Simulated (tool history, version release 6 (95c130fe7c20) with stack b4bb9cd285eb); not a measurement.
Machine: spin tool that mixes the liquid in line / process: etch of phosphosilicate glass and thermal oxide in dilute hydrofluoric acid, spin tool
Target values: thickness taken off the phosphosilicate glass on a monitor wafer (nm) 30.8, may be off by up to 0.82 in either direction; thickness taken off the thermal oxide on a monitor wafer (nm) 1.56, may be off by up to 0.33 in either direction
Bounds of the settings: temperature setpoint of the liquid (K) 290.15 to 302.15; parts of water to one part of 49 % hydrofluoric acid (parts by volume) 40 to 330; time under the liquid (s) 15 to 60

run,hour,temperature setpoint of the liquid (K),parts of water to one part of 49 % hydrofluoric acid (parts by volume),time under the liquid (s),thickness taken off the phosphosilicate glass on a monitor wafer (nm),thickness taken off the thermal oxide on a monitor wafer (nm)
1,0,294.15,185,30,12.842,0.68048
2,8,296.15,160,30,16.352,0.85525
3,13.5,297.65,145,30,19.583,0.9616
4,14.9,295.15,145,30,17.878,0.80461
5,16.7,297.15,135,30,20.66,0.98917
6,17.6,297.15,135,25,17.457,0.86345
7,20.1,301.15,65,25,45.559,2.4147
8,22.6,299.65,65,25,43.221,1.9674
9,27.1,299.65,125,25,20.673,1.0711
10,32.5,300.15,115,25,23.421,1.2945
11,38.8,300.15,110,25,24.744,1.2857
12,47.2,300.15,110,25,24.525,1.2993

Exercise: of the 5 proposed moves below, exactly one satisfies all targets within the stated allowed misses. Which move is it?
A,55.6,302.15,135,40,?,?
B,55.6,290.65,100,25,?,?
C,55.6,302.15,80,20,?,?
D,55.6,298.65,95,30,?,?
E,55.6,301.15,105,30,?,?

move,thickness taken off the phosphosilicate glass on a monitor wafer (nm),thickness taken off the thermal oxide on a monitor wafer (nm)
A,33.645,1.7513
B,18.806,0.97888
C,30.603,1.5929
D,33.063,1.721
E,32.518,1.6926
A: takes the biggest miss from the last run beyond its target
B: lands further from the targets than the last run did
C: meets every target
D: takes the biggest miss from the last run beyond its target
E: takes the biggest miss from the last run beyond its target
So the answer is move C, the one that meets all the targets.
